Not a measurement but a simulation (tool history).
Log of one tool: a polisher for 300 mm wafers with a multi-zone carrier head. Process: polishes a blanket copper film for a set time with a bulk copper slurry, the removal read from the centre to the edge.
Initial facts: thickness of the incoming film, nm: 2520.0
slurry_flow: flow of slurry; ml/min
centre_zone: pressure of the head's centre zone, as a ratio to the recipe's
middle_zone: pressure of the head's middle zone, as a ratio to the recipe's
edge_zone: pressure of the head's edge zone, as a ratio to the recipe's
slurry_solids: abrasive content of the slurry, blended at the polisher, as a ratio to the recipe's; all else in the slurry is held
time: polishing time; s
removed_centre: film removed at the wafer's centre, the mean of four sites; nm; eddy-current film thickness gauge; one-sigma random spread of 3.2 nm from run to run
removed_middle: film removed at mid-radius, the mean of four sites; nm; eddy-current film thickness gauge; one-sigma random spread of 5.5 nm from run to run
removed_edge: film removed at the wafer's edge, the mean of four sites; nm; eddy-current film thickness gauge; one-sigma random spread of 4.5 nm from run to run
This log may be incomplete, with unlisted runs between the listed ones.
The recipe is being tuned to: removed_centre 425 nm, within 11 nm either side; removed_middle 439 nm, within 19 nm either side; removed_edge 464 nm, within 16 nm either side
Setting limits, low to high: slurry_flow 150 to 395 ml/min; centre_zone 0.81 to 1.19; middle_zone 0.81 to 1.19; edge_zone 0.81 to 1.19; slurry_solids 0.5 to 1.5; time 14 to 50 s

run    day  slurry_flow  centre_zone  middle_zone  edge_zone  slurry_solids  time  removed_centre  removed_middle  removed_edge
  1      0          250            1            1          1              1    32          556.93          553.28        579.78
  2  0.108          290            1            1          1              1    32          569.87          575.13        582.09
  3  0.146          290         0.93            1          1              1    32          530.41          573.58        592.71
  4  0.392          285         0.93         0.99       0.98            0.9    32           515.7          541.44        560.81
  5  0.417          285         0.93         0.99       1.02            0.9    32          512.02          540.38        566.99
  6  0.488          285         0.92         0.98       1.01           0.85    32          498.77           534.5        551.66
  7  0.704          225         0.85         0.88       0.91            0.6    32          386.93          409.53        453.96
  8  1.021          235         0.86         0.88        0.9            0.6    32          398.05          409.69        449.18
  9  1.346          245         0.86         0.88        0.9            0.6    32          400.83          415.71        449.99
 10  1.442          300         0.89          0.9       0.92           0.65    32          440.99          448.01        486.88

Next run, 4 choices. One meets every target within its allowed miss, the rest don't. Which?
  A  1.538          245          0.9         0.82       0.93            0.6    35               ?               ?             ?
  B  1.538          225         0.98         0.86       0.89           0.65    32               ?               ?             ?
  C  1.538          235         0.91         0.93       0.94           0.65    31               ?               ?             ?
  D  1.538          305         0.94          0.9       0.95           0.65    31               ?               ?             ?

move  removed_centre  removed_middle  removed_edge
   A          452.48          432.24        503.39
   B          459.54          419.17        461.34
   C          416.17          436.09        460.04
   D           444.9          437.64        473.52
A: its largest miss is bigger than the last run's
B: its largest miss is bigger than the last run's
C: in spec on every target
D: its largest miss is bigger than the last run's
Go with C: it meets all targets.
